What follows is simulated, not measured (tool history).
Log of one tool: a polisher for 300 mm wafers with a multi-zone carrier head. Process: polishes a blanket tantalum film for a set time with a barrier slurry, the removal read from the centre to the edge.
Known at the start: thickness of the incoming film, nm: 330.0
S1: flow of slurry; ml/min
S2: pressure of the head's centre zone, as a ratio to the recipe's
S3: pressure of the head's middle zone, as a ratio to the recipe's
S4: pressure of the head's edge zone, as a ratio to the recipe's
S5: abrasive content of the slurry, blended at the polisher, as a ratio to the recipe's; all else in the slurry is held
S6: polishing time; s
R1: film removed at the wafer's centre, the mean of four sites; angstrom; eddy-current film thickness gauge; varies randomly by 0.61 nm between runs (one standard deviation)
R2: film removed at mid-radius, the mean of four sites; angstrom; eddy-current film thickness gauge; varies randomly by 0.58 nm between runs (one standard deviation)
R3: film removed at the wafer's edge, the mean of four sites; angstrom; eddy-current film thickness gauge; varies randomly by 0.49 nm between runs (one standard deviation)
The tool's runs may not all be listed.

run  hour   S1    S2    S3    S4    S5  S6      R1      R2      R3
  1   0.0  190  1.00  1.00  1.00  1.00  75  600.88  609.86  573.38
  2   2.6  200  0.98  1.02  1.05  1.15  77  631.94  670.47  639.40
  3   3.3  200  0.98  0.97  1.05  1.15  77  630.14  638.74  632.89
  4  11.3  200  0.91  0.97  1.05  1.15  77  596.69  641.45  635.88
  5  18.2  200  0.86  0.97  1.05  1.15  77  555.13  639.18  628.22
  6  26.3  210  0.88  1.00  1.08  1.25  78  606.83  682.48  666.94
  7  30.2  210  0.88  1.02  1.10  1.30  80  619.90  712.38  697.72

Run 8 comes next. What will it give?
  8  33.2  260  0.93  1.12  1.19  1.50  84   ?   ?   ?

{"run 8": {"R1": 735.85, "R2": 864.57, "R3": 795.98}}
